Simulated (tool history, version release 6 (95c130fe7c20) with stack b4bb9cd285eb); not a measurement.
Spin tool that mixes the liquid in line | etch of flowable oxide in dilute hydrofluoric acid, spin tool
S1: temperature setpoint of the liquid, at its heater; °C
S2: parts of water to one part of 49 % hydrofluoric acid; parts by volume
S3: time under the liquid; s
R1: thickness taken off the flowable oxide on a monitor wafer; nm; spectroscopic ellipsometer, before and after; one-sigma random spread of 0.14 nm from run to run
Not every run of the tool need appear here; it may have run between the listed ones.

run  hour    S1   S2  S3       R1
  1   0.0  22.0  135  15   4.3933
  2   7.1  23.5  135  15   4.6267
  3   9.1  24.0  125  15   5.1410
  4  13.5  24.5  115  15   5.8404
  5  18.4  25.0  105  15   6.5044
  6  20.0  25.0  105  15   6.4152
  7  28.9  25.5   95  15   7.5506
  8  36.2  29.5   40  15  22.4810
  9  37.2  29.0   40  15  22.0570
 10  43.8  28.5   40  15  21.7150

Run 11 has not been measured yet. What should we expect?
 11  51.3  28.0  40  15   ?

R1: 21.1320 nm
